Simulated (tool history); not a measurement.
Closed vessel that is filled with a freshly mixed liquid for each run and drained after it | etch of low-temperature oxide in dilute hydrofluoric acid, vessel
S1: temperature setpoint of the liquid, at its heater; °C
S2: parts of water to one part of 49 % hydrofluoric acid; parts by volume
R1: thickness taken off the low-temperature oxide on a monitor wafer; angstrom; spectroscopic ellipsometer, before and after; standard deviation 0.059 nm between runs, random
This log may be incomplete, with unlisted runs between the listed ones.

run 1 hour=0.0 | S1=23.0 S2=170 time_in_the_liquid_(s)=30 | R1=18.416
run 2 hour=3.7 | S1=23.0 S2=210 time_in_the_liquid_(s)=30 | R1=14.296
run 3 hour=10.8 | S1=19.5 S2=210 time_in_the_liquid_(s)=30 | R1=12.484
run 4 hour=18.4 | S1=22.5 S2=170 time_in_the_liquid_(s)=30 | R1=17.814
run 5 hour=23.6 | S1=24.5 S2=140 time_in_the_liquid_(s)=30 | R1=24.205
run 6 hour=25.7 | S1=24.5 S2=140 time_in_the_liquid_(s)=30 | R1=24.413
run 7 hour=33.5 | S1=26.0 S2=115 time_in_the_liquid_(s)=30 | R1=32.408
run 8 hour=38.9 | S1=30.0 S2=45 time_in_the_liquid_(s)=30 | R1=104.680
run 9 hour=45.8 | S1=26.0 S2=45 time_in_the_liquid_(s)=30 | R1=91.469

Estimate the outcome of run 10 from the log above:
run 10 hour=46.8 | S1=24.5 S2=50 time_in_the_liquid_(s)=30 | R1=?

Logged for run 10: R1 75.647 angstrom.

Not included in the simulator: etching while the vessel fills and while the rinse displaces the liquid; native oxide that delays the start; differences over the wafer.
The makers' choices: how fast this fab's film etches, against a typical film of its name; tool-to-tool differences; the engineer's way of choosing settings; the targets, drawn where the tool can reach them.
